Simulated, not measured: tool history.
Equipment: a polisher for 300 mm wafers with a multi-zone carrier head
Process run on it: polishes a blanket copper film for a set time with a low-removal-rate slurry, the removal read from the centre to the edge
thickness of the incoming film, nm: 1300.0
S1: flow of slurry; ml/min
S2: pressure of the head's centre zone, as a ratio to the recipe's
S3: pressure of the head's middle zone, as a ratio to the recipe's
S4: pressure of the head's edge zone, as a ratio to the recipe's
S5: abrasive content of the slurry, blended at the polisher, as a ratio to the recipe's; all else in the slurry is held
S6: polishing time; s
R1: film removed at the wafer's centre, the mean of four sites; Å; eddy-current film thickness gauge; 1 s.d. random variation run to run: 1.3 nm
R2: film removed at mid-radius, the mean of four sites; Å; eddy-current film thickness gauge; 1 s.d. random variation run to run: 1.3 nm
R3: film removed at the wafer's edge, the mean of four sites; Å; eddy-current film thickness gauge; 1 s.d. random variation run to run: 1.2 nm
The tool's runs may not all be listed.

run	hour	S1	S2	S3	S4	S5	S6	R1	R2	R3
1	0	225	1	1	1	1	53	1202.4	1199.2	1144.4
2	2.8	225	1	1.08	1	1	53	1174.1	1261.2	1165.4
3	8.1	225	1	1.08	1	1.15	53	1219.8	1290.1	1193.2
4	14.1	225	0.96	1.08	1	1.15	53	1149	1302.1	1199.9
5	18.8	225	0.9	1.08	1	1.15	53	1101.3	1276.7	1215.3
6	26.9	220	0.91	1.03	0.99	1.1	53	1085.3	1226.4	1154.2
7	30.3	215	0.92	0.99	1	1.05	53	1075.1	1195	1146.1
8	36.5	220	0.94	0.96	1.01	1	52	1096.3	1134.2	1134.5

Expected results for the next run?
9	41	215	0.95	0.93	1	0.95	52	?	?	?

{"run 9": {"R1": 1083.5, "R2": 1098.5, "R3": 1140.3}}
